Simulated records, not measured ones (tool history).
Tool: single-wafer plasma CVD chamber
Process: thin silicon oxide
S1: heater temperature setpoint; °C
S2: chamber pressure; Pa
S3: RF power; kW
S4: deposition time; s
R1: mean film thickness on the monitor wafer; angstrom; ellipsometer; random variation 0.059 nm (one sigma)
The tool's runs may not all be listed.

run,hour,S1,S2,S3,S4,R1
1,0.0,390,99.6,0.240,9.0,145.29
2,2.1,390,99.6,0.210,9.0,133.76
3,6.0,390,93.1,0.210,9.0,125.66
4,13.8,390,88.4,0.210,9.0,119.48
5,22.3,390,94.9,0.210,9.0,126.46
6,23.6,390,90.0,0.210,9.0,120.63

Forecast run 7:
7,29.2,390,75.9,0.210,9.0,?

{"run 7": {"R1": 101.28}}

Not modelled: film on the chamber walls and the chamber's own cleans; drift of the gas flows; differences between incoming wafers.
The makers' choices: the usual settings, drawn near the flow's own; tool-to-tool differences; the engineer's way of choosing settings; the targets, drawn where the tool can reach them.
